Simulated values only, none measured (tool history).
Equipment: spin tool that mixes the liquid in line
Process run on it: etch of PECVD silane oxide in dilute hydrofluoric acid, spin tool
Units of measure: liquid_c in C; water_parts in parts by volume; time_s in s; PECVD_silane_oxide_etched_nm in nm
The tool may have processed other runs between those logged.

run 1 day=0.000 | liquid_c=21.0 water_parts=90 time_s=135 | PECVD_silane_oxide_etched_nm=71.456
run 2 day=0.329 | liquid_c=24.0 water_parts=90 time_s=135 | PECVD_silane_oxide_etched_nm=80.867
run 3 day=0.404 | liquid_c=25.5 water_parts=85 time_s=135 | PECVD_silane_oxide_etched_nm=93.905
run 4 day=0.442 | liquid_c=25.5 water_parts=65 time_s=135 | PECVD_silane_oxide_etched_nm=124.290
run 5 day=0.754 | liquid_c=25.5 water_parts=65 time_s=135 | PECVD_silane_oxide_etched_nm=121.850
run 6 day=1.058 | liquid_c=25.5 water_parts=45 time_s=135 | PECVD_silane_oxide_etched_nm=184.160

What does the tool deliver on the next run?
run 7 day=1.421 | liquid_c=21.5 water_parts=55 time_s=135 | PECVD_silane_oxide_etched_nm=?

PECVD_silane_oxide_etched_nm: 125.760 nm
